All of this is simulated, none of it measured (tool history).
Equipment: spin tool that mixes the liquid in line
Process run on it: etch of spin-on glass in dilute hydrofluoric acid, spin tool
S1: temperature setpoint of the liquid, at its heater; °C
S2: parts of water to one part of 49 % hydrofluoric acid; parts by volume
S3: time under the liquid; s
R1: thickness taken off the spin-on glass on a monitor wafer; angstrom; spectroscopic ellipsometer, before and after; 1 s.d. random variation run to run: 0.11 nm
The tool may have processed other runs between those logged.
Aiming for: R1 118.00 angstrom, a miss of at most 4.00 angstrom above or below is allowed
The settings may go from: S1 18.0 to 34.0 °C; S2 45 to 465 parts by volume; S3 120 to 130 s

run 1 hour=0.0 | S1=26.0 S2=255 S3=120 | R1=135.60
run 2 hour=6.7 | S1=26.0 S2=255 S3=130 | R1=146.19
run 3 hour=13.1 | S1=25.0 S2=255 S3=130 | R1=141.40
run 4 hour=19.2 | S1=24.5 S2=255 S3=130 | R1=139.33
run 5 hour=26.6 | S1=24.0 S2=255 S3=130 | R1=140.23
run 6 hour=27.5 | S1=23.0 S2=255 S3=130 | R1=132.67
run 7 hour=29.5 | S1=22.5 S2=255 S3=130 | R1=129.98
run 8 hour=35.1 | S1=22.0 S2=255 S3=130 | R1=127.68
run 9 hour=38.0 | S1=19.5 S2=260 S3=130 | R1=113.74

Exercise: of the 5 proposed moves below, exactly one satisfies all targets within the stated allowed misses. Which move is it?
run A hour=40.9 | S1=18.0 S2=245 S3=125 | R1=?
run B hour=40.9 | S1=18.0 S2=235 S3=120 | R1=?
run C hour=40.9 | S1=18.0 S2=235 S3=125 | R1=?
run D hour=40.9 | S1=22.0 S2=265 S3=120 | R1=?
run E hour=40.9 | S1=19.5 S2=260 S3=125 | R1=?

move=A R1=110.73
move=B R1=111.83
move=C R1=116.49
move=D R1=112.04
move=E R1=108.98
A: misses by more than the last run did
B: misses by more than the last run did
C: meets every target
D: misses by more than the last run did
E: misses by more than the last run did
C is the move that brings every result within its allowed miss.
